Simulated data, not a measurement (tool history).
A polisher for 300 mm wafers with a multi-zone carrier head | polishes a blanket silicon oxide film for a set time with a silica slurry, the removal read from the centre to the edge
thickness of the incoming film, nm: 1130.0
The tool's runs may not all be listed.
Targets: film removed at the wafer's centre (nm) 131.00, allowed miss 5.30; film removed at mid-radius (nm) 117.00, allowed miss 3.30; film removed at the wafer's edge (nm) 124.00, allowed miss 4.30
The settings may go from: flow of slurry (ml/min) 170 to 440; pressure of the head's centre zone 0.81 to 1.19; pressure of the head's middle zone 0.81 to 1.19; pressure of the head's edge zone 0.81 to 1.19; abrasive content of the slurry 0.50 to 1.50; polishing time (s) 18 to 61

run	hour	flow of slurry (ml/min)	pressure of the head's centre zone	pressure of the head's middle zone	pressure of the head's edge zone	abrasive content of the slurry	polishing time (s)	film removed at the wafer's centre (nm)	film removed at mid-radius (nm)	film removed at the wafer's edge (nm)
1	0.0	280	1.00	1.00	1.00	1.00	39	127.82	131.93	130.32
2	5.2	280	1.00	1.00	1.07	1.00	39	127.39	133.07	135.74
3	13.1	280	1.01	0.99	1.06	1.00	39	128.54	129.78	131.85
4	16.9	275	1.01	0.98	1.06	1.00	39	131.36	129.34	132.72
5	24.7	275	1.01	0.97	1.06	1.00	39	128.65	128.68	132.00
6	33.3	275	1.01	0.97	1.06	1.20	39	141.01	139.74	144.42
7	41.9	275	1.01	0.96	1.05	1.20	39	141.29	140.91	144.33
8	48.7	270	1.01	0.95	1.04	1.20	39	140.85	135.94	145.24
9	55.8	270	1.01	0.95	1.03	1.15	39	139.82	133.08	140.53
10	62.3	245	0.98	0.86	0.93	1.00	39	123.17	114.27	123.98

Which of these 4 next moves meets every target?
A	68.8	265	0.86	0.81	0.90	1.05	40	?	?	?
B	68.8	260	0.88	0.86	0.97	1.05	39	?	?	?
C	68.8	235	1.01	0.86	0.89	1.05	39	?	?	?
D	68.8	255	0.88	0.84	0.94	1.15	37	?	?	?

move	film removed at the wafer's centre (nm)	film removed at mid-radius (nm)	film removed at the wafer's edge (nm)
A	115.91	116.69	129.14
B	115.41	119.18	130.07
C	130.65	117.54	123.72
D	113.87	115.40	126.62
A: further off than the last run
B: further off than the last run
C: meets every target
D: further off than the last run
Move C is the one to make.
